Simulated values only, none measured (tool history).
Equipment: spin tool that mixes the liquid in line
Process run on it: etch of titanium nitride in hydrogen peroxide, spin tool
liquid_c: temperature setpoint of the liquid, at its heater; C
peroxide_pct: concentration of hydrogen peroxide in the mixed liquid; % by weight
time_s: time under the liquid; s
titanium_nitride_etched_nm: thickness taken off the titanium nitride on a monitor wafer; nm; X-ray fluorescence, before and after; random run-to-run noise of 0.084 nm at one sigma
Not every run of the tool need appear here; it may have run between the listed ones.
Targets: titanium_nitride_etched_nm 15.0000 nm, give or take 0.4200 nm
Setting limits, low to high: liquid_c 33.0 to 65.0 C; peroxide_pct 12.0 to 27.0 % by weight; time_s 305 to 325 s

| run | hour | liquid_c | peroxide_pct | time_s | titanium_nitride_etched_nm |
|---|---|---|---|---|---|
| 1 | 0.0 | 49.0 | 18.0 | 305 | 8.1255 |
| 2 | 7.0 | 49.0 | 16.0 | 305 | 7.9080 |
| 3 | 9.5 | 54.5 | 16.0 | 305 | 11.5860 |
| 4 | 14.9 | 55.0 | 16.0 | 305 | 12.1620 |
| 5 | 21.5 | 55.0 | 12.5 | 305 | 11.5060 |
| 6 | 29.2 | 55.5 | 12.5 | 305 | 11.8560 |
| 7 | 30.1 | 56.0 | 12.5 | 305 | 12.3930 |
| 8 | 34.9 | 56.5 | 12.5 | 305 | 12.7100 |
| 9 | 42.6 | 57.0 | 12.5 | 305 | 13.2430 |
| 10 | 44.7 | 57.5 | 12.5 | 305 | 13.7090 |

Which one of the following 4 next-run settings gets every result inside its allowed miss? There is exactly one.
| A | 46.8 | 59.0 | 12.0 | 325 | ? |
| B | 46.8 | 58.0 | 17.0 | 305 | ? |
| C | 46.8 | 59.0 | 13.5 | 325 | ? |
| D | 46.8 | 56.0 | 13.0 | 305 | ? |

| move | titanium_nitride_etched_nm |
|---|---|
| A | 16.1010 |
| B | 15.1790 |
| C | 16.5020 |
| D | 12.4920 |
A: the result that was furthest off in the last run now lies on the other side of its target
B: all results land within tolerance of their targets
C: the result that was furthest off in the last run now lies on the other side of its target
D: the biggest miss grows against the last run
Correct choice: B, which meets every target
